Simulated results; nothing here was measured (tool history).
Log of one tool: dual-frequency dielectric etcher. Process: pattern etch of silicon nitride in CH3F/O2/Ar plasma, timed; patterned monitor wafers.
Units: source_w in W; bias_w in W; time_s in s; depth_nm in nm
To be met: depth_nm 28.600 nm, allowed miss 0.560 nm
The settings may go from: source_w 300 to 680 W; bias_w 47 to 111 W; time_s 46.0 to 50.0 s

run,hour,source_w,bias_w,time_s,depth_nm
1,0.0,490,79,50.0,37.390
2,4.2,470,76,50.0,35.726
3,11.0,450,75,50.0,34.683
4,14.7,430,74,50.0,33.413
5,17.7,420,74,50.0,32.742
6,24.8,410,74,50.0,32.095
7,32.3,400,74,50.0,31.584
8,34.3,390,74,50.0,31.148
9,40.7,380,74,50.0,30.539
10,48.2,360,74,50.0,29.406
11,52.0,360,74,50.0,29.391

5 next moves are on the table. One of them brings every result within its allowed miss. Which?
A,55.8,410,72,47.5,?
B,55.8,380,70,48.5,?
C,55.8,400,81,46.5,?
D,55.8,390,78,48.0,?
E,55.8,360,77,50.0,?

move,depth_nm
A,30.351
B,28.924
C,31.057
D,30.883
E,30.120
A: further off than the last run
B: meets every target
C: further off than the last run
D: further off than the last run
E: further off than the last run
Answer: B
